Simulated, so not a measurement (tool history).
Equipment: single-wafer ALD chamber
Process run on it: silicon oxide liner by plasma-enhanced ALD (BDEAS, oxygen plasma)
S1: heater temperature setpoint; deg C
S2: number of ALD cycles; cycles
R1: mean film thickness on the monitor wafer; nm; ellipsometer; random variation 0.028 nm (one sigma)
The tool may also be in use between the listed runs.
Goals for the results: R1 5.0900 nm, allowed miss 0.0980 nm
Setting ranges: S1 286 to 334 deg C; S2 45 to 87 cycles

run 1 hour=0.0 | S1=310 S2=66 | R1=5.9176
run 2 hour=8.5 | S1=315 S2=66 | R1=5.8513
run 3 hour=11.7 | S1=316 S2=64 | R1=5.7056
run 4 hour=13.8 | S1=310 S2=64 | R1=5.7705
run 5 hour=16.0 | S1=311 S2=62 | R1=5.6184
run 6 hour=22.1 | S1=312 S2=61 | R1=5.4652
run 7 hour=30.0 | S1=313 S2=60 | R1=5.3615
run 8 hour=33.2 | S1=314 S2=59 | R1=5.3087

Which of these 4 next moves meets every target?
run A hour=36.4 | S1=310 S2=54 | R1=?
run B hour=36.4 | S1=314 S2=57 | R1=?
run C hour=36.4 | S1=314 S2=63 | R1=?
run D hour=36.4 | S1=320 S2=54 | R1=?

move=A R1=4.9324
move=B R1=5.1727
move=C R1=5.7172
move=D R1=4.8527
A: takes the biggest miss from the last run beyond its target
B: in spec on every target
C: moves away from the targets compared with the last run
D: takes the biggest miss from the last run beyond its target
The right move is B.
